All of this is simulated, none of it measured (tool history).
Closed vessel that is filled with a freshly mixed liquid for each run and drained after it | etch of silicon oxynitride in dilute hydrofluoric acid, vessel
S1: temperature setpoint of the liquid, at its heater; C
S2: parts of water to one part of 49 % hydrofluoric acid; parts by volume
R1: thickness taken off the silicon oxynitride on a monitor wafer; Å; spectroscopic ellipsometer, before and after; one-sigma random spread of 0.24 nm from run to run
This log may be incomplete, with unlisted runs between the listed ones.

{"run": 1, "hour": 0.0, "S1": 24, "S2": 60, "time in the liquid (s)": 170, "R1": 86.411}
{"run": 2, "hour": 2.1, "S1": 24, "S2": 60, "time in the liquid (s)": 170, "R1": 87.178}
{"run": 3, "hour": 7.4, "S1": 24, "S2": 70, "time in the liquid (s)": 170, "R1": 72.987}
{"run": 4, "hour": 15.6, "S1": 25.5, "S2": 60, "time in the liquid (s)": 170, "R1": 90.797}
{"run": 5, "hour": 19.9, "S1": 27, "S2": 50, "time in the liquid (s)": 170, "R1": 120.42}
{"run": 6, "hour": 28.6, "S1": 28, "S2": 45, "time in the liquid (s)": 170, "R1": 140.56}
{"run": 7, "hour": 31.4, "S1": 29, "S2": 40, "time in the liquid (s)": 170, "R1": 168.96}
{"run": 8, "hour": 35.4, "S1": 32, "S2": 20, "time in the liquid (s)": 170, "R1": 388.42}
{"run": 9, "hour": 44.3, "S1": 31, "S2": 20, "time in the liquid (s)": 170, "R1": 372.24}
{"run": 10, "hour": 47.9, "S1": 30, "S2": 20, "time in the liquid (s)": 170, "R1": 354.39}
{"run": 11, "hour": 48.8, "S1": 29, "S2": 20, "time in the liquid (s)": 170, "R1": 339.17}
{"run": 12, "hour": 53.9, "S1": 29, "S2": 20, "time in the liquid (s)": 170, "R1": 340.83}
{"run": 13, "hour": 55.7, "S1": 28, "S2": 20, "time in the liquid (s)": 170, "R1": 329.14}
{"run": 14, "hour": 57.6, "S1": 27.5, "S2": 20, "time in the liquid (s)": 170, "R1": 314.28}

Forecast run 15:
{"run": 15, "hour": 63.4, "S1": 27, "S2": 20, "time in the liquid (s)": 170, "R1": "?"}

R1: 305.96 Å
